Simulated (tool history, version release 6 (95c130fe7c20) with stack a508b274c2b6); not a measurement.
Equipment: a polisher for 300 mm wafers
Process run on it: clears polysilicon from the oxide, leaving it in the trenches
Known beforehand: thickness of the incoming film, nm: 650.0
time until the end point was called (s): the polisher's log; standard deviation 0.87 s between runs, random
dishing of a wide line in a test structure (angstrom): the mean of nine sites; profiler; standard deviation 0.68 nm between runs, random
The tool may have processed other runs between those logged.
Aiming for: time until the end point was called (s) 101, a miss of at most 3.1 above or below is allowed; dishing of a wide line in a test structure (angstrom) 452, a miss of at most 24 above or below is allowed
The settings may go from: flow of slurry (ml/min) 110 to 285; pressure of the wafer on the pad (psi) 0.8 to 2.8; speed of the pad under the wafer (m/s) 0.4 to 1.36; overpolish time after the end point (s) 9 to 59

run	hour	flow of slurry (ml/min)	pressure of the wafer on the pad (psi)	speed of the pad under the wafer (m/s)	overpolish time after the end point (s)	time until the end point was called (s)	dishing of a wide line in a test structure (angstrom)
1	0	180	1.8	0.88	30	100.04	769.4
2	8.6	180	1.8	0.88	26	100.61	762.84
3	12.5	180	1.8	1	26	89.993	809.62
4	20.9	180	1.4	1	26	108.64	761.83
5	27.5	200	1.6	0.9	23	107.59	717.08
6	33.4	200	1.6	0.9	17	107.57	641.28
7	40.6	215	1.7	0.82	16	110.26	602.61
8	43.6	265	2.2	0.58	9	117.03	410.97
9	49.6	265	2.2	0.58	9	116.02	422.52
10	50.9	265	2.2	0.58	10	115.96	443.39
11	58.2	265	2.4	0.58	11	107.65	480.53
12	65.2	270	2.4	0.58	11	106.8	489.57
13	67.6	275	2.4	0.58	11	107.78	491.92
14	70.4	250	2.4	0.58	11	108.37	484.07
15	73.3	255	2.4	0.58	11	108.24	486.28
16	76.5	260	2.4	0.58	11	107.39	497.11
17	83.1	265	2.4	0.6	11	105.16	493.98
18	87.2	270	2.4	0.6	11	103.77	496.85
19	92.5	275	2.4	0.6	11	104.9	500.58
20	100.8	275	2.4	0.58	11	107.55	492.44
21	108.2	285	2.6	0.54	9	106.56	445.56

5 candidate next runs follow, results not yet known. Just one meets every target within its allowed miss. Identify it.
A	115.6	235	2.7	0.52	9	?	?
B	115.6	220	2.3	0.56	9	?	?
C	115.6	285	2	0.66	9	?	?
D	115.6	240	2.8	0.48	9	?	?
E	115.6	285	2.4	0.62	9	?	?

move	time until the end point was called (s)	dishing of a wide line in a test structure (angstrom)
A	106.19	443.56
B	115.51	418.22
C	111.17	429.66
D	109.19	435.11
E	100.54	460.4
A: moves toward the targets from the last run without getting all of them in spec
B: the biggest miss grows against the last run
C: the biggest miss grows against the last run
D: the biggest miss grows against the last run
E: all results in spec
Go with E: it meets all targets.

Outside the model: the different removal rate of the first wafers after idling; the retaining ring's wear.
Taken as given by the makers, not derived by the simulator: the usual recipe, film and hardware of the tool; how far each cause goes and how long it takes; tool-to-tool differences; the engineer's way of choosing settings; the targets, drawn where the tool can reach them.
